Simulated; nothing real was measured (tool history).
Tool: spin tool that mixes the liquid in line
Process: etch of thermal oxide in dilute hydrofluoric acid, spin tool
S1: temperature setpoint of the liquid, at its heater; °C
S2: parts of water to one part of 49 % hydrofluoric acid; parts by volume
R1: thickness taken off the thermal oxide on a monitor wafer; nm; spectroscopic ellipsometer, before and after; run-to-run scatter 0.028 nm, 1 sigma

{"run": 1, "hour": 0.0, "S1": 25.0, "S2": 125, "time under the liquid (s)": 315, "R1": 11.716}
{"run": 2, "hour": 1.1, "S1": 25.0, "S2": 125, "time under the liquid (s)": 315, "R1": 11.794}
{"run": 3, "hour": 2.5, "S1": 25.0, "S2": 125, "time under the liquid (s)": 315, "R1": 11.683}
{"run": 4, "hour": 3.6, "S1": 25.0, "S2": 125, "time under the liquid (s)": 315, "R1": 11.781}
{"run": 5, "hour": 12.4, "S1": 25.0, "S2": 160, "time under the liquid (s)": 315, "R1": 8.8065}
{"run": 6, "hour": 13.2, "S1": 25.0, "S2": 120, "time under the liquid (s)": 315, "R1": 12.421}
{"run": 7, "hour": 15.2, "S1": 23.0, "S2": 130, "time under the liquid (s)": 315, "R1": 10.36}
{"run": 8, "hour": 20.5, "S1": 21.5, "S2": 135, "time under the liquid (s)": 315, "R1": 9.3727}
{"run": 9, "hour": 23.5, "S1": 20.5, "S2": 140, "time under the liquid (s)": 315, "R1": 8.6894}

Estimate the outcome of run 10 from the log above:
{"run": 10, "hour": 27.4, "S1": 19.5, "S2": 145, "time under the liquid (s)": 315, "R1": "?"}

Run 10 gave R1 7.9651 nm.
